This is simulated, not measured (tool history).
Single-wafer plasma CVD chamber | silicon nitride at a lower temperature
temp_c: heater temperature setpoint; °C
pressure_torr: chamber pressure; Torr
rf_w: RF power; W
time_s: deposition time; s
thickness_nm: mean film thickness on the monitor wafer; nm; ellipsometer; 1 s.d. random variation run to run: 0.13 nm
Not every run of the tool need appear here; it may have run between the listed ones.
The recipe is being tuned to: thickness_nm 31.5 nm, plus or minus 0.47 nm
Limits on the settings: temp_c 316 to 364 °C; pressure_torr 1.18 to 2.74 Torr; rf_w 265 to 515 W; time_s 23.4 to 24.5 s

{"run": 1, "hour": 0.0, "temp_c": 340, "pressure_torr": 1.96, "rf_w": 390, "time_s": 24.5, "thickness_nm": 35.705}
{"run": 2, "hour": 8.4, "temp_c": 347, "pressure_torr": 1.96, "rf_w": 390, "time_s": 24.5, "thickness_nm": 35.43}
{"run": 3, "hour": 16.3, "temp_c": 347, "pressure_torr": 1.96, "rf_w": 390, "time_s": 24.5, "thickness_nm": 35.787}
{"run": 4, "hour": 23.8, "temp_c": 351, "pressure_torr": 1.96, "rf_w": 390, "time_s": 24.5, "thickness_nm": 35.655}
{"run": 5, "hour": 30.6, "temp_c": 351, "pressure_torr": 1.87, "rf_w": 385, "time_s": 24.5, "thickness_nm": 35.008}
{"run": 6, "hour": 39.4, "temp_c": 351, "pressure_torr": 1.8, "rf_w": 380, "time_s": 24.5, "thickness_nm": 34.15}
{"run": 7, "hour": 40.6, "temp_c": 351, "pressure_torr": 1.74, "rf_w": 380, "time_s": 24.5, "thickness_nm": 33.975}
{"run": 8, "hour": 44.4, "temp_c": 351, "pressure_torr": 1.68, "rf_w": 380, "time_s": 24.5, "thickness_nm": 33.658}
{"run": 9, "hour": 52.7, "temp_c": 351, "pressure_torr": 1.63, "rf_w": 380, "time_s": 24.5, "thickness_nm": 33.463}
{"run": 10, "hour": 57.6, "temp_c": 351, "pressure_torr": 1.58, "rf_w": 380, "time_s": 24.5, "thickness_nm": 33.251}
{"run": 11, "hour": 63.7, "temp_c": 351, "pressure_torr": 1.54, "rf_w": 380, "time_s": 24.5, "thickness_nm": 33.294}
{"run": 12, "hour": 67.6, "temp_c": 351, "pressure_torr": 1.5, "rf_w": 380, "time_s": 24.5, "thickness_nm": 32.549}
{"run": 13, "hour": 69.3, "temp_c": 351, "pressure_torr": 1.48, "rf_w": 380, "time_s": 24.5, "thickness_nm": 32.735}
{"run": 14, "hour": 75.5, "temp_c": 351, "pressure_torr": 1.2, "rf_w": 375, "time_s": 24.5, "thickness_nm": 30.939}
{"run": 15, "hour": 81.3, "temp_c": 351, "pressure_torr": 1.21, "rf_w": 375, "time_s": 24.5, "thickness_nm": 30.999}

Pick the move, out of 5, that brings all results within their allowed miss; only one does.
{"run": "A", "hour": 87.1, "temp_c": 350, "pressure_torr": 1.34, "rf_w": 380, "time_s": 23.4, "thickness_nm": "?"}
{"run": "B", "hour": 87.1, "temp_c": 353, "pressure_torr": 1.25, "rf_w": 390, "time_s": 23.5, "thickness_nm": "?"}
{"run": "C", "hour": 87.1, "temp_c": 347, "pressure_torr": 1.18, "rf_w": 365, "time_s": 24.5, "thickness_nm": "?"}
{"run": "D", "hour": 87.1, "temp_c": 351, "pressure_torr": 1.27, "rf_w": 355, "time_s": 24.5, "thickness_nm": "?"}
{"run": "E", "hour": 87.1, "temp_c": 345, "pressure_torr": 1.19, "rf_w": 425, "time_s": 23.6, "thickness_nm": "?"}

move=A thickness_nm=30.708
move=B thickness_nm=30.645
move=C thickness_nm=30.579
move=D thickness_nm=30.715
move=E thickness_nm=31.672
A: its largest miss is bigger than the last run's
B: its largest miss is bigger than the last run's
C: its largest miss is bigger than the last run's
D: its largest miss is bigger than the last run's
E: all results land within tolerance of their targets
So the answer is move E, the one that meets all the targets.
